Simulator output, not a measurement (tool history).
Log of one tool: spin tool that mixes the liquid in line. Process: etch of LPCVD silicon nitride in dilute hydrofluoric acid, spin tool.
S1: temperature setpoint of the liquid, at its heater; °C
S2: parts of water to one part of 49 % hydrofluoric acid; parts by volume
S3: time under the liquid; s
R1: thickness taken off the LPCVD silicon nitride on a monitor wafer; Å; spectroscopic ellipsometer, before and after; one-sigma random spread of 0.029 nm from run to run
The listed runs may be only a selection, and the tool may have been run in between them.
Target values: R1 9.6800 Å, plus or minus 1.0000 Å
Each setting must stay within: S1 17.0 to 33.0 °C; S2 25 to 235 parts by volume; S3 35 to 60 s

run  hour    S1   S2  S3       R1
  1   0.0  25.0  130  60   3.0770
  2   4.1  26.0  115  60   3.6690
  3  12.0  26.0   70  60   5.9703
  4  17.6  27.0   65  60   6.8202
  5  25.0  27.5   65  60   6.9769
     26.1  -- thermometer replaced
  6  26.1  27.5   65  60   6.1941
  7  27.2  31.5   35  60  13.8590
  8  36.1  31.0   35  60  13.7250
  9  36.9  30.5   35  60  12.9910
 10  42.7  30.0   35  60  13.0580
 11  48.0  29.5   35  60  12.3590
 12  55.1  29.0   35  60  12.0250
 13  63.9  26.5   45  60   8.2015
 14  68.5  27.0   45  60   7.7294
 15  70.6  29.5   25  60  17.3030
 16  72.7  26.0   30  60  11.5330
 17  76.0  25.5   30  60  11.4830

Consider the 5 candidate settings below. Which is the only one whose results all fall within their allowed miss of target?
  A  79.3  27.5  40  60   ?
  B  79.3  29.0  25  45   ?
  C  79.3  25.5  25  60   ?
  D  79.3  27.5  25  60   ?
  E  79.3  26.5  25  60   ?

move       R1
   A   9.7413
   B  12.7440
   C  13.4510
   D  15.3830
   E  14.3880
A: meets every target
B: further off than the last run
C: further off than the last run
D: further off than the last run
E: further off than the last run
A meets every target.
